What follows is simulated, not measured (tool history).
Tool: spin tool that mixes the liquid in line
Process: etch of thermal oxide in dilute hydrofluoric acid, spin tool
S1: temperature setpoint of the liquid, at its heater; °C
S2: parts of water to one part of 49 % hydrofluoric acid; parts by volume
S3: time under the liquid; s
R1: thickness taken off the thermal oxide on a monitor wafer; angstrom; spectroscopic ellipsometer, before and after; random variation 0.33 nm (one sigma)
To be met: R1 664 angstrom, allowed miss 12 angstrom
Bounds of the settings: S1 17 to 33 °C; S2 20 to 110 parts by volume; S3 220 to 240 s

run 1 hour=0 | S1=25 S2=60 S3=220 | R1=187.98
run 2 hour=3 | S1=28 S2=60 S3=220 | R1=214.4
run 3 hour=4.6 | S1=29 S2=50 S3=225 | R1=279
run 4 hour=13.4 | S1=30 S2=45 S3=230 | R1=328.04
run 5 hour=18 | S1=30 S2=45 S3=240 | R1=345.77
run 6 hour=25 | S1=30 S2=45 S3=240 | R1=345.97
run 7 hour=28.3 | S1=30.5 S2=40 S3=240 | R1=398.42
run 8 hour=34.7 | S1=31 S2=35 S3=240 | R1=462.05
run 9 hour=37.3 | S1=31.5 S2=30 S3=240 | R1=563.18
run 10 hour=44.5 | S1=32 S2=30 S3=240 | R1=573.95
run 11 hour=52.5 | S1=32.5 S2=30 S3=240 | R1=579.15
run 12 hour=56 | S1=33 S2=20 S3=240 | R1=908.2
run 13 hour=60 | S1=31.5 S2=20 S3=240 | R1=851.58
run 14 hour=62.2 | S1=31.5 S2=25 S3=240 | R1=678.82

4 next moves are on the table. One of them brings every result within its allowed miss. Which?
run A hour=64.4 | S1=32 S2=25 S3=240 | R1=?
run B hour=64.4 | S1=33 S2=25 S3=220 | R1=?
run C hour=64.4 | S1=32.5 S2=25 S3=235 | R1=?
run D hour=64.4 | S1=32.5 S2=25 S3=240 | R1=?

move=A R1=683.84
move=B R1=652.12
move=C R1=682.98
move=D R1=697.51
A: further off than the last run
B: meets every target
C: further off than the last run
D: further off than the last run
Answer: B

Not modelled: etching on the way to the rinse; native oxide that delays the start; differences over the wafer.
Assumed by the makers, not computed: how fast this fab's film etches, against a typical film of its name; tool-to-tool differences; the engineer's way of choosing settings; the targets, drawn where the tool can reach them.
